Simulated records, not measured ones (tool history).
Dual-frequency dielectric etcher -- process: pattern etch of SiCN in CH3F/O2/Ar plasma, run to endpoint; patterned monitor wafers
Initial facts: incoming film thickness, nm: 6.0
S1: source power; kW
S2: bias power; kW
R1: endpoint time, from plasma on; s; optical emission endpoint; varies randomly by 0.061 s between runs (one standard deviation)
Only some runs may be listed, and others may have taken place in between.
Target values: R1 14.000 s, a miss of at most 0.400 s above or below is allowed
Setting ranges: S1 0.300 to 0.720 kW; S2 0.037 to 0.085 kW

run	hour	S1	S2	R1
1	0.0	0.510	0.061	16.282
2	1.8	0.510	0.051	17.246
3	3.3	0.460	0.051	18.109
4	6.8	0.460	0.041	19.228
5	11.5	0.460	0.051	18.055
6	12.3	0.410	0.051	18.910
7	18.7	0.440	0.052	18.316
8	25.9	0.540	0.064	15.910
9	32.8	0.550	0.065	15.571
10	40.2	0.560	0.065	15.523
11	40.9	0.560	0.065	15.360

Which one of the following 4 next-run settings gets every result inside its allowed miss? There is exactly one.
A	41.6	0.670	0.070	?
B	41.6	0.470	0.057	?
C	41.6	0.660	0.059	?
D	41.6	0.580	0.070	?

move	R1
A	14.128
B	17.337
C	15.019
D	14.935
A: meets every target
B: the biggest miss grows against the last run
C: moves toward the targets from the last run without getting all of them in spec
D: moves toward the targets from the last run without getting all of them in spec
Answer: A

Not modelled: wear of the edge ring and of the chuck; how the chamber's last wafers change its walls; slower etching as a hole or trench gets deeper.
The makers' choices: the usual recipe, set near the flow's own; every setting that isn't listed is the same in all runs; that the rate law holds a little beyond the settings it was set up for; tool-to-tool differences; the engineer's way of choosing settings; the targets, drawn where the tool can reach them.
